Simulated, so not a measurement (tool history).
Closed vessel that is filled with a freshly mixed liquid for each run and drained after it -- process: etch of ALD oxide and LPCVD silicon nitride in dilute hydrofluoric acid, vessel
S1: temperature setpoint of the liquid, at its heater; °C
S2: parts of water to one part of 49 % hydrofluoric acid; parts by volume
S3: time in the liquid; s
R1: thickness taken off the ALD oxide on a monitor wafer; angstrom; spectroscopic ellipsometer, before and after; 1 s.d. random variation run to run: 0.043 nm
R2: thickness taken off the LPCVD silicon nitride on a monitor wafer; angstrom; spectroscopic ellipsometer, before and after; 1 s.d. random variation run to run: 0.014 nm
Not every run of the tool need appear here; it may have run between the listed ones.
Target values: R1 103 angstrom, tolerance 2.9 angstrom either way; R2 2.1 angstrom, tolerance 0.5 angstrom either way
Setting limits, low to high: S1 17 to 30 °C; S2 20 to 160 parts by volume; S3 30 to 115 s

run,day,S1,S2,S3,R1,R2
1,0,22,90,60,161.99,2.7614
2,0.229,22,60,60,252.22,4.5545
3,0.508,21.5,75,60,193.16,2.9572
4,0.775,22,90,60,161.33,2.8736
5,1.012,22,60,60,250.78,4.9838
6,1.342,22.5,75,60,202.19,3.7087
7,1.525,23,90,60,168.47,3.2256
8,1.742,23,100,60,149.37,2.6603
9,1.954,22.5,105,60,138.53,2.5407

4 next moves are on the table. One of them brings every result within its allowed miss. Which?
A,2.167,18,80,85,?,?
B,2.167,17.5,75,85,?,?
C,2.167,19.5,85,65,?,?
D,2.167,21,90,40,?,?

move,R1,R2
A,219.95,3.9437
B,230.95,4.0545
C,167.66,3.1541
D,103.08,2.0336
A: further off than the last run
B: further off than the last run
C: further off than the last run
D: all results land within tolerance of their targets
Answer: D
